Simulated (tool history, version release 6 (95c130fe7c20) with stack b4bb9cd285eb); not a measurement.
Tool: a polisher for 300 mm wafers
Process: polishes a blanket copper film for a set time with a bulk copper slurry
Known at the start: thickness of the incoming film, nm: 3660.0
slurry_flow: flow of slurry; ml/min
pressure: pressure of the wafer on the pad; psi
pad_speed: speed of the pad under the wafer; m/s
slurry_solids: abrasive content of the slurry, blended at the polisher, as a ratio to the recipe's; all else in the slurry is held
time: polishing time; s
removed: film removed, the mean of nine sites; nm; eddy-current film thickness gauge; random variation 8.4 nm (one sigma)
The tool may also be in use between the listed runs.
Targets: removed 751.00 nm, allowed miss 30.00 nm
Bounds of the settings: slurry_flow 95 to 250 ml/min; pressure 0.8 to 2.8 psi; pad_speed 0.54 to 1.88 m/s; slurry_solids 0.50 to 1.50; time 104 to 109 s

{"run": 1, "hour": 0.0, "slurry_flow": 160, "pressure": 1.8, "pad_speed": 1.2, "slurry_solids": 1.0, "time": 104, "removed": 570.53}
{"run": 2, "hour": 1.0, "slurry_flow": 160, "pressure": 1.8, "pad_speed": 0.92, "slurry_solids": 1.0, "time": 104, "removed": 439.38}
{"run": 3, "hour": 3.2, "slurry_flow": 165, "pressure": 2.1, "pad_speed": 0.94, "slurry_solids": 1.0, "time": 104, "removed": 510.21}
{"run": 4, "hour": 12.1, "slurry_flow": 180, "pressure": 2.1, "pad_speed": 0.94, "slurry_solids": 1.0, "time": 104, "removed": 519.18}
{"run": 5, "hour": 20.3, "slurry_flow": 180, "pressure": 2.3, "pad_speed": 0.96, "slurry_solids": 1.0, "time": 104, "removed": 580.96}
{"run": 6, "hour": 21.2, "slurry_flow": 180, "pressure": 2.5, "pad_speed": 0.96, "slurry_solids": 1.0, "time": 104, "removed": 618.51}
{"run": 7, "hour": 30.2, "slurry_flow": 185, "pressure": 2.6, "pad_speed": 0.98, "slurry_solids": 1.0, "time": 104, "removed": 652.28}
{"run": 8, "hour": 33.0, "slurry_flow": 185, "pressure": 2.7, "pad_speed": 1.0, "slurry_solids": 1.0, "time": 104, "removed": 699.3}
{"run": 9, "hour": 41.7, "slurry_flow": 185, "pressure": 2.7, "pad_speed": 1.02, "slurry_solids": 1.0, "time": 104, "removed": 704.35}

4 next moves are on the table. One of them brings every result within its allowed miss. Which?
{"run": "A", "hour": 50.4, "slurry_flow": 180, "pressure": 2.3, "pad_speed": 1.2, "slurry_solids": 0.95, "time": 104, "removed": "?"}
{"run": "B", "hour": 50.4, "slurry_flow": 165, "pressure": 2.4, "pad_speed": 1.06, "slurry_solids": 1.15, "time": 104, "removed": "?"}
{"run": "C", "hour": 50.4, "slurry_flow": 170, "pressure": 2.8, "pad_speed": 1.12, "slurry_solids": 1.05, "time": 109, "removed": "?"}
{"run": "D", "hour": 50.4, "slurry_flow": 180, "pressure": 2.7, "pad_speed": 1.08, "slurry_solids": 1.05, "time": 104, "removed": "?"}

move=A removed=709.62
move=B removed=678.63
move=C removed=842.18
move=D removed=756.14
A: nearer than the last run, and not there yet
B: further off than the last run
C: takes the result that was furthest off past its target
D: meets every target
The right move is D.

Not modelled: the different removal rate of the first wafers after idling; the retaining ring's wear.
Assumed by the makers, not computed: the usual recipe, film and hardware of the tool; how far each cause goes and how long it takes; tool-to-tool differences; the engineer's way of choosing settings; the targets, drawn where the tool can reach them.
